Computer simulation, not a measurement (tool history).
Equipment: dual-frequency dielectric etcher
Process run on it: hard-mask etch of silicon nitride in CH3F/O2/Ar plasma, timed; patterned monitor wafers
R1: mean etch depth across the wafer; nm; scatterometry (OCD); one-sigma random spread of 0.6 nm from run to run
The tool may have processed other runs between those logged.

run 1 hour=0.0 | source_power_(W)=370 bias_power_(W)=60 etch_time_(s)=219.5 | R1=138.94
run 2 hour=6.8 | source_power_(W)=370 bias_power_(W)=60 etch_time_(s)=229.0 | R1=145.34
run 3 hour=12.2 | source_power_(W)=370 bias_power_(W)=65 etch_time_(s)=229.0 | R1=149.78
run 4 hour=15.8 | source_power_(W)=360 bias_power_(W)=63 etch_time_(s)=228.5 | R1=145.18
run 5 hour=17.5 | source_power_(W)=350 bias_power_(W)=62 etch_time_(s)=228.0 | R1=140.91
run 6 hour=24.0 | source_power_(W)=340 bias_power_(W)=62 etch_time_(s)=228.0 | R1=139.85
run 7 hour=26.1 | source_power_(W)=330 bias_power_(W)=61 etch_time_(s)=228.0 | R1=135.21

Run 8 has not been measured yet. What should we expect?
run 8 hour=27.7 | source_power_(W)=260 bias_power_(W)=57 etch_time_(s)=227.5 | R1=?

R1: 112.89 nm
